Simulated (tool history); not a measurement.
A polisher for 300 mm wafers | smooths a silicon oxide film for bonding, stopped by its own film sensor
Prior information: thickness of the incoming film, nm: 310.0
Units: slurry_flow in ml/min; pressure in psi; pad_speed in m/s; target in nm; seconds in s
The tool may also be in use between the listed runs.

Run 1, hour 0: slurry_flow 165 ml/min, pressure 2.7 psi, pad_speed 0.76 m/s, slurry_solids 1, target 277 nm. Result: seconds 37.585 s.
Run 2, hour 7.4: slurry_flow 165 ml/min, pressure 2.6 psi, pad_speed 0.76 m/s, slurry_solids 1, target 277 nm. Result: seconds 38.899 s.
Run 3, hour 8.9: slurry_flow 165 ml/min, pressure 2.6 psi, pad_speed 0.76 m/s, slurry_solids 1, target 280 nm. Result: seconds 35.147 s.
Run 4, hour 13.2: slurry_flow 195 ml/min, pressure 2.6 psi, pad_speed 0.76 m/s, slurry_solids 1, target 280 nm. Result: seconds 34.552 s.
Run 5, hour 16.7: slurry_flow 190 ml/min, pressure 2.4 psi, pad_speed 0.76 m/s, slurry_solids 1, target 280 nm. Result: seconds 37.63 s.
Run 6, hour 25.3: slurry_flow 185 ml/min, pressure 2.3 psi, pad_speed 0.76 m/s, slurry_solids 1, target 280 nm. Result: seconds 38.376 s.
Run 7, hour 31.3: slurry_flow 180 ml/min, pressure 2.2 psi, pad_speed 0.76 m/s, slurry_solids 1, target 280 nm. Result: seconds 41.63 s.

What does the tool deliver on the next run?
Run 8, hour 38.7: slurry_flow 175 ml/min, pressure 2.2 psi, pad_speed 0.76 m/s, slurry_solids 1, target 280 nm. Result: seconds ?.

{"run 8": {"seconds": 40.529}}
